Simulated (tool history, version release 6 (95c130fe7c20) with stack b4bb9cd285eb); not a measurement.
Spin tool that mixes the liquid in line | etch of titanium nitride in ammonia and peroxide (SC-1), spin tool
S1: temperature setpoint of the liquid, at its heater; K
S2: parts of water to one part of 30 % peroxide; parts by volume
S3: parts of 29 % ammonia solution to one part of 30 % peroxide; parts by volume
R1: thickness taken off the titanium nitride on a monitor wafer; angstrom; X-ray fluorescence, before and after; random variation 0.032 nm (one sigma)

Run 1, hour 0: S1 336.15 K, S2 9.5 parts by volume, S3 0.7 parts by volume, time under the liquid (s) 20. Result: R1 47.956 angstrom.
Run 2, hour 8.4: S1 336.65 K, S2 9.5 parts by volume, S3 0.7 parts by volume, time under the liquid (s) 20. Result: R1 49.571 angstrom.
Run 3, hour 10.2: S1 336.65 K, S2 9.5 parts by volume, S3 0.55 parts by volume, time under the liquid (s) 20. Result: R1 47.704 angstrom.
Run 4, hour 13.3: S1 342.15 K, S2 9.5 parts by volume, S3 0.55 parts by volume, time under the liquid (s) 20. Result: R1 67.275 angstrom.
Run 5, hour 18.6: S1 341.15 K, S2 9.5 parts by volume, S3 0.55 parts by volume, time under the liquid (s) 20. Result: R1 63.691 angstrom.
Run 6, hour 20.9: S1 340.15 K, S2 9.5 parts by volume, S3 0.55 parts by volume, time under the liquid (s) 20. Result: R1 58.59 angstrom.
Run 7, hour 24.5: S1 339.65 K, S2 9.5 parts by volume, S3 0.55 parts by volume, time under the liquid (s) 20. Result: R1 57.006 angstrom.

The next listed run, before its measurement:
Run 8, hour 29.1: S1 339.15 K, S2 9.5 parts by volume, S3 0.55 parts by volume, time under the liquid (s) 20. Result: R1 ?.

{"run 8": {"R1": 54.955}}
